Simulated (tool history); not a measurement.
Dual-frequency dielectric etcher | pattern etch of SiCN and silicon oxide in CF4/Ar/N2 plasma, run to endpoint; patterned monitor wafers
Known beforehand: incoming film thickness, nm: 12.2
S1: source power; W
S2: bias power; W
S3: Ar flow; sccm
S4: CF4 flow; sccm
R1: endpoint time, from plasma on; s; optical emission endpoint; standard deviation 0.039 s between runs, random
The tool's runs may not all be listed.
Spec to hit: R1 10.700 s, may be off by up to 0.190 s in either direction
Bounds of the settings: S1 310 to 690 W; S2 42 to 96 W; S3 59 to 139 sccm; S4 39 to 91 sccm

run 1 day=0.000 | S1=500 S2=69 S3=99 S4=65 | R1=12.133
run 2 day=0.325 | S1=500 S2=69 S3=99 S4=55 | R1=12.375
run 3 day=0.654 | S1=510 S2=69 S3=99 S4=55 | R1=12.165
run 4 day=0.742 | S1=520 S2=69 S3=99 S4=55 | R1=11.887
run 5 day=0.771 | S1=530 S2=69 S3=99 S4=55 | R1=11.700
run 6 day=1.096 | S1=530 S2=69 S3=110 S4=55 | R1=11.802
run 7 day=1.200 | S1=540 S2=69 S3=110 S4=55 | R1=11.576
run 8 day=1.375 | S1=550 S2=69 S3=110 S4=55 | R1=11.280
run 9 day=1.604 | S1=570 S2=69 S3=110 S4=55 | R1=10.892

Which of these 5 next moves meets every target?
run A day=1.833 | S1=630 S2=65 S3=118 S4=39 | R1=?
run B day=1.833 | S1=540 S2=68 S3=101 S4=53 | R1=?
run C day=1.833 | S1=530 S2=71 S3=116 S4=63 | R1=?
run D day=1.833 | S1=590 S2=64 S3=104 S4=45 | R1=?
run E day=1.833 | S1=540 S2=76 S3=103 S4=53 | R1=?

move=A R1=10.705
move=B R1=11.592
move=C R1=11.576
move=D R1=11.109
move=E R1=11.061
A: all results land within tolerance of their targets
B: further off than the last run
C: further off than the last run
D: further off than the last run
E: further off than the last run
Correct choice: A, which meets every target
